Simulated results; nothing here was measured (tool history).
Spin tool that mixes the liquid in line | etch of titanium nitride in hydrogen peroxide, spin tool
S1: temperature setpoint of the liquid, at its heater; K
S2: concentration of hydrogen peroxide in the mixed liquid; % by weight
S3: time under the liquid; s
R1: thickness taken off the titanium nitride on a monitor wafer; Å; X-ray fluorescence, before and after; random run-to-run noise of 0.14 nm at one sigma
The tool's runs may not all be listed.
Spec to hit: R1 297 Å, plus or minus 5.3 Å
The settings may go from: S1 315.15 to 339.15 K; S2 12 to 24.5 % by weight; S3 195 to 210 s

run	day	S1	S2	S3	R1
1	0	331.15	16.5	195	213.74
2	0.358	325.15	16.5	195	139.51
3	0.571	325.15	13.5	195	133.1
4	0.667	325.15	12	195	130.64
5	0.908	329.15	12	195	173.58
6	0.975	331.65	12	195	204.82
7	1.212	338.15	12	195	315.74
8	1.296	337.65	12	195	307.88

Which of these 5 next moves meets every target?
A	1.379	337.15	13	210	?
B	1.379	337.15	12	195	?
C	1.379	337.15	12	210	?
D	1.379	337.65	12	205	?
E	1.379	337.15	15.5	195	?

move	R1
A	323.29
B	295.22
C	317.93
D	320.82
E	311.49
A: its largest miss is bigger than the last run's
B: in spec on every target
C: its largest miss is bigger than the last run's
D: its largest miss is bigger than the last run's
E: its largest miss is bigger than the last run's
Correct choice: B, which meets every target
